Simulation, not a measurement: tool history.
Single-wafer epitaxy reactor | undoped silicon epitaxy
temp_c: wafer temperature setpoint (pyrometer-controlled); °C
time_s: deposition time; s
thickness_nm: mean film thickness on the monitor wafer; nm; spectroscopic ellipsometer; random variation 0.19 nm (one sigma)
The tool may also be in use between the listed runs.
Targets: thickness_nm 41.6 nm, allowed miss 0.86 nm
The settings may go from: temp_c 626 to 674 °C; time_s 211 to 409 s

run,day,temp_c,time_s,thickness_nm
1,0,650,310,57.518
2,0.308,647,310,53.302
3,0.488,647,351,60.259
4,0.562,644,351,55.861
5,0.892,642,351,53.582
6,1.046,640,351,50.575
7,1.088,638,351,48.253
8,1.383,637,351,47.149
9,1.738,636,351,46.287
10,1.962,630,350,39.725

Which of these 4 next moves meets every target?
A,2.188,637,311,?
B,2.188,626,389,?
C,2.188,629,353,?
D,2.188,632,337,?

move,thickness_nm
A,41.821
B,39.661
C,38.842
D,39.996
A: meets every target
B: as far off as the last run
C: further off than the last run
D: nearer than the last run, and not there yet
The right move is A.

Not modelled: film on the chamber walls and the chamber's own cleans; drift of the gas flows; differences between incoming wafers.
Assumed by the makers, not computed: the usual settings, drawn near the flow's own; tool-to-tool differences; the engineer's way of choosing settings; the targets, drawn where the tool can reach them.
